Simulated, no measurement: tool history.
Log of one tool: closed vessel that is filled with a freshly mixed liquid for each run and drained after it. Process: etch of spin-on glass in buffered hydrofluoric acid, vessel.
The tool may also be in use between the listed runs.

run	hour	temperature setpoint of the liquid (K)	parts of 40 % ammonium fluoride to one part of 49 % hydrofluoric acid (parts by volume)	time in the liquid (s)	thickness taken off the spin-on glass on a monitor wafer (angstrom)
1	0.0	294.15	18.0	105	2799.2
2	8.0	294.15	13.0	105	3849.7
3	10.5	293.65	13.0	105	3737.3
4	13.3	293.65	13.0	115	4050.7
5	21.6	293.65	13.0	115	4102.9
6	25.9	293.15	13.5	115	3818.5

The next listed run, before its measurement:
7	30.3	292.65	13.5	115	?

Run 7 gave thickness taken off the spin-on glass on a monitor wafer (angstrom) 3745.5.

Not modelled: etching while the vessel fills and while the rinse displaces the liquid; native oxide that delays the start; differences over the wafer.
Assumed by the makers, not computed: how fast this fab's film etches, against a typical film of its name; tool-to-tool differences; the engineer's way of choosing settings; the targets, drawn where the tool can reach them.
